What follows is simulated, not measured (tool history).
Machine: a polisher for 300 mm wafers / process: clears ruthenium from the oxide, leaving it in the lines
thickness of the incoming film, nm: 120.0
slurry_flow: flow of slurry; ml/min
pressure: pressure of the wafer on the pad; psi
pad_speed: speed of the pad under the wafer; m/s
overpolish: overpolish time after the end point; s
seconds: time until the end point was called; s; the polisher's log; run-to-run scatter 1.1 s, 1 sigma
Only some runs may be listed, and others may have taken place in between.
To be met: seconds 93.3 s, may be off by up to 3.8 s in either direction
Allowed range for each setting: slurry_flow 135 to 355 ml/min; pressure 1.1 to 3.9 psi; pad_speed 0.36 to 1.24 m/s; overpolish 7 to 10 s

| run | hour | slurry_flow | pressure | pad_speed | overpolish | seconds |
|---|---|---|---|---|---|---|
| 1 | 0 | 225 | 2.5 | 0.8 | 10 | 123.48 |
| 2 | 0.6 | 225 | 2.6 | 0.8 | 10 | 115.78 |
| 3 | 1.3 | 225 | 2.2 | 0.8 | 10 | 135.52 |
| 4 | 5.6 | 225 | 2.2 | 0.8 | 7 | 137.32 |
| 5 | 10.5 | 225 | 2.3 | 0.8 | 7 | 131.98 |
| 6 | 12 | 225 | 2.4 | 0.8 | 7 | 124.76 |
| 7 | 12.5 | 225 | 2.5 | 0.8 | 7 | 118.77 |
| 8 | 18.2 | 225 | 2.6 | 0.8 | 7 | 115.65 |
| 9 | 24.4 | 225 | 2.7 | 0.8 | 7 | 114.97 |

Which single option among these 4 for the next run brings every result within its allowed miss of target? Just one does.
| A | 30.6 | 240 | 3.1 | 0.84 | 9 | ? |
| B | 30.6 | 210 | 2.7 | 1.1 | 8 | ? |
| C | 30.6 | 195 | 2.4 | 0.76 | 10 | ? |
| D | 30.6 | 250 | 2.9 | 0.96 | 7 | ? |

| move | seconds |
|---|---|
| A | 92.752 |
| B | 82.853 |
| C | 134.39 |
| D | 86.542 |
A: every result lands within tolerance
B: pushes the last run's worst result past its target
C: misses by more than the last run did
D: pushes the last run's worst result past its target
The move that meets every target is A.

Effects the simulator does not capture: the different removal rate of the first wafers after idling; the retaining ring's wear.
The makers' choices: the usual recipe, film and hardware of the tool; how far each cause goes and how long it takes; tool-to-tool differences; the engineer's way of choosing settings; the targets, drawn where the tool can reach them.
